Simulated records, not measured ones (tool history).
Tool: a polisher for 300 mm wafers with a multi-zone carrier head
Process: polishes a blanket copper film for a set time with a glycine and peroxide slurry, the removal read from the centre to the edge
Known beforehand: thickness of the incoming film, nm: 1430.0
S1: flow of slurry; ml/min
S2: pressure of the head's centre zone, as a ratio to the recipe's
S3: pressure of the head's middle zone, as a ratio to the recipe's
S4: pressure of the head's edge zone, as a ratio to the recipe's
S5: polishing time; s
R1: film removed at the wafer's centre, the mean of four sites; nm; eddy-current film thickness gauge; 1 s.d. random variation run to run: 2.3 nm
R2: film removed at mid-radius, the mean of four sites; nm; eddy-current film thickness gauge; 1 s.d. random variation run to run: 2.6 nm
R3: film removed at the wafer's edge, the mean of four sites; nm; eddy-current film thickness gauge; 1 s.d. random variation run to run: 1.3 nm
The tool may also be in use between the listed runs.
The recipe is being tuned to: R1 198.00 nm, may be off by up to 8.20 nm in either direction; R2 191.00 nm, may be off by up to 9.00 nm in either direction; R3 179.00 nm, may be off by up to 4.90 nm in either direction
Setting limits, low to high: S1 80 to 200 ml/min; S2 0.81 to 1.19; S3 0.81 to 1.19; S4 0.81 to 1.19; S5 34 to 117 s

{"run": 1, "hour": 0.0, "S1": 130, "S2": 1.0, "S3": 1.0, "S4": 1.0, "S5": 75, "R1": 259.71, "R2": 257.45, "R3": 252.04}
{"run": 2, "hour": 6.5, "S1": 130, "S2": 0.95, "S3": 1.0, "S4": 1.0, "S5": 75, "R1": 245.74, "R2": 254.64, "R3": 253.11}
{"run": 3, "hour": 9.0, "S1": 130, "S2": 1.01, "S3": 1.0, "S4": 1.0, "S5": 75, "R1": 253.55, "R2": 260.97, "R3": 250.35}
{"run": 4, "hour": 13.5, "S1": 150, "S2": 1.01, "S3": 1.0, "S4": 1.0, "S5": 75, "R1": 266.08, "R2": 268.44, "R3": 259.55}
{"run": 5, "hour": 14.7, "S1": 145, "S2": 1.01, "S3": 1.0, "S4": 0.98, "S5": 73, "R1": 254.09, "R2": 260.0, "R3": 247.87}
{"run": 6, "hour": 22.1, "S1": 145, "S2": 1.01, "S3": 0.94, "S4": 0.98, "S5": 73, "R1": 255.9, "R2": 244.93, "R3": 251.11}
{"run": 7, "hour": 26.1, "S1": 140, "S2": 1.01, "S3": 0.94, "S4": 0.96, "S5": 71, "R1": 251.94, "R2": 236.53, "R3": 238.4}
{"run": 8, "hour": 34.3, "S1": 135, "S2": 1.0, "S3": 0.94, "S4": 0.95, "S5": 70, "R1": 235.88, "R2": 226.16, "R3": 228.81}
{"run": 9, "hour": 39.6, "S1": 130, "S2": 1.0, "S3": 0.94, "S4": 0.93, "S5": 70, "R1": 240.65, "R2": 225.26, "R3": 224.26}
{"run": 10, "hour": 46.5, "S1": 125, "S2": 0.99, "S3": 0.94, "S4": 0.92, "S5": 69, "R1": 233.98, "R2": 215.67, "R3": 219.37}
{"run": 11, "hour": 55.0, "S1": 120, "S2": 0.98, "S3": 0.95, "S4": 0.91, "S5": 68, "R1": 224.75, "R2": 221.06, "R3": 216.14}
{"run": 12, "hour": 63.5, "S1": 115, "S2": 0.98, "S3": 0.95, "S4": 0.9, "S5": 67, "R1": 221.08, "R2": 206.19, "R3": 212.84}
{"run": 13, "hour": 71.0, "S1": 115, "S2": 0.98, "S3": 0.96, "S4": 0.89, "S5": 66, "R1": 209.92, "R2": 212.11, "R3": 204.6}
{"run": 14, "hour": 73.6, "S1": 110, "S2": 0.99, "S3": 0.96, "S4": 0.88, "S5": 66, "R1": 210.72, "R2": 208.13, "R3": 199.57}
{"run": 15, "hour": 79.0, "S1": 105, "S2": 0.99, "S3": 0.96, "S4": 0.87, "S5": 66, "R1": 206.96, "R2": 206.32, "R3": 198.2}
{"run": 16, "hour": 82.8, "S1": 105, "S2": 1.0, "S3": 0.96, "S4": 0.86, "S5": 66, "R1": 211.59, "R2": 203.58, "R3": 200.32}
{"run": 17, "hour": 84.1, "S1": 105, "S2": 1.01, "S3": 0.96, "S4": 0.85, "S5": 65, "R1": 213.89, "R2": 205.0, "R3": 194.94}

Pick the move, out of 5, that brings all results within their allowed miss; only one does.
{"run": "A", "hour": 85.4, "S1": 120, "S2": 1.11, "S3": 1.18, "S4": 0.81, "S5": 58, "R1": "?", "R2": "?", "R3": "?"}
{"run": "B", "hour": 85.4, "S1": 90, "S2": 1.05, "S3": 1.0, "S4": 0.85, "S5": 62, "R1": "?", "R2": "?", "R3": "?"}
{"run": "C", "hour": 85.4, "S1": 105, "S2": 1.17, "S3": 1.07, "S4": 0.81, "S5": 62, "R1": "?", "R2": "?", "R3": "?"}
{"run": "D", "hour": 85.4, "S1": 95, "S2": 0.88, "S3": 0.96, "S4": 0.97, "S5": 70, "R1": "?", "R2": "?", "R3": "?"}
{"run": "E", "hour": 85.4, "S1": 115, "S2": 0.82, "S3": 1.01, "S4": 0.87, "S5": 70, "R1": "?", "R2": "?", "R3": "?"}

move=A R1=215.92 R2=223.10 R3=172.23
move=B R1=196.50 R2=189.22 R3=177.37
move=C R1=232.83 R2=211.00 R3=179.62
move=D R1=189.84 R2=210.62 R3=215.68
move=E R1=189.32 R2=233.35 R3=213.34
A: takes the result that was furthest off past its target
B: meets every target
C: the worst result of the last run now meets its target, but another is out of spec
D: further off than the last run
E: further off than the last run
The right move is B.
